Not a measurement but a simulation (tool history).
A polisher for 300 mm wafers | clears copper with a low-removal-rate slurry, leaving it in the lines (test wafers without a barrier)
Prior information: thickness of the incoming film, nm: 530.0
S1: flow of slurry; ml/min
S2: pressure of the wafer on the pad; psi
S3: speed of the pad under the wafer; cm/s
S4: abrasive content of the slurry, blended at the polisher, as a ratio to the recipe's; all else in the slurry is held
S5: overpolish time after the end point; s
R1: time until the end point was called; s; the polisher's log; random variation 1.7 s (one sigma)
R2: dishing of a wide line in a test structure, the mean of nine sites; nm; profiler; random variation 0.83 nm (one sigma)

run  hour   S1   S2   S3   S4  S5      R1      R2
  1     0  220  3.6  126    1  26  114.74  50.384
  2   4.8  220  3.6  126    1  20  113.75  42.678
  3   7.8  270  3.6  126    1  20   113.5  44.172
  4  11.9  215  3.6  126    1  20  112.18  44.634
     14.3  -- head pressure recalibrated
  5  14.3  255  3.6  126    1  20  106.09  45.764
  6    17  255  3.6  126  0.8  20  109.06   44.61
  7  23.5  255  3.3  126  0.8  22  116.75  44.851

The next listed run, before its measurement:
  8    26  255   3  126  0.8  24   ?   ?

R1: 130.75 s
R2: 44.839 nm

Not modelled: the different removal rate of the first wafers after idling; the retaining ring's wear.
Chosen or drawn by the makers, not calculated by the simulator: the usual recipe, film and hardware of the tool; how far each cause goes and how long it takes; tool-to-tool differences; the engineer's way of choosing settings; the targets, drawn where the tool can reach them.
